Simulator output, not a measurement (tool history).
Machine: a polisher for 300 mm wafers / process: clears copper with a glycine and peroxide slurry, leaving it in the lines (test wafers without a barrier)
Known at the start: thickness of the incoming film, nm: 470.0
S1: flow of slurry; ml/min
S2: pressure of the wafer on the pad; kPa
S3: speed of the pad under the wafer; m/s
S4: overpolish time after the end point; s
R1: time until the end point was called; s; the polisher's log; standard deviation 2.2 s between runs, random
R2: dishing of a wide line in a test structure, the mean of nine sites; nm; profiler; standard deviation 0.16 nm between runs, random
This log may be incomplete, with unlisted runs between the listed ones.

| run | day | S1 | S2 | S3 | S4 | R1 | R2 |
|---|---|---|---|---|---|---|---|
| 1 | 0.000 | 225 | 11.7 | 1.18 | 15 | 126.92 | 16.6990 |
| 2 | 0.208 | 170 | 11.7 | 1.18 | 15 | 125.73 | 16.8510 |
| 3 | 0.450 | 170 | 11.7 | 1.30 | 15 | 119.71 | 16.7740 |
| 4 | 0.771 | 200 | 11.0 | 1.24 | 13 | 127.49 | 16.0330 |
| 5 | 1.138 | 200 | 11.0 | 1.06 | 13 | 144.59 | 16.3020 |
| 6 | 1.283 | 225 | 10.3 | 1.06 | 12 | 147.36 | 15.8590 |
| 7 | 1.400 | 245 | 9.7 | 1.02 | 11 | 159.97 | 14.9270 |
| 8 | 1.633 | 260 | 9.0 | 1.00 | 10 | 168.07 | 13.7260 |
| 9 | 1.996 | 280 | 5.5 | 0.94 | 4 | 241.19 | 6.0345 |
| 10 | 2.042 | 215 | 8.3 | 0.78 | 9 | 210.69 | 12.0850 |

What does the tool deliver on the next run?
| 11 | 2.179 | 210 | 8.3 | 0.78 | 9 | ? | ? |

R1: 214.10 s
R2: 12.2310 nm
